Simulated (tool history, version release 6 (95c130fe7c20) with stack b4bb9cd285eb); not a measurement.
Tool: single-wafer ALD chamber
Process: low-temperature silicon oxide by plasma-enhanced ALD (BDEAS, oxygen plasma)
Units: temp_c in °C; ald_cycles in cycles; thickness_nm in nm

run 1 hour=0.0 | temp_c=100 ald_cycles=59 | thickness_nm=7.7264
run 2 hour=9.1 | temp_c=104 ald_cycles=59 | thickness_nm=7.6311
run 3 hour=15.0 | temp_c=114 ald_cycles=59 | thickness_nm=7.5435
run 4 hour=22.3 | temp_c=114 ald_cycles=55 | thickness_nm=7.0629
run 5 hour=27.9 | temp_c=114 ald_cycles=54 | thickness_nm=6.8437
run 6 hour=32.8 | temp_c=114 ald_cycles=61 | thickness_nm=7.7973

Run 7 comes next. What will it give?
run 7 hour=38.7 | temp_c=114 ald_cycles=59 | thickness_nm=?

thickness_nm: 7.5482 nm

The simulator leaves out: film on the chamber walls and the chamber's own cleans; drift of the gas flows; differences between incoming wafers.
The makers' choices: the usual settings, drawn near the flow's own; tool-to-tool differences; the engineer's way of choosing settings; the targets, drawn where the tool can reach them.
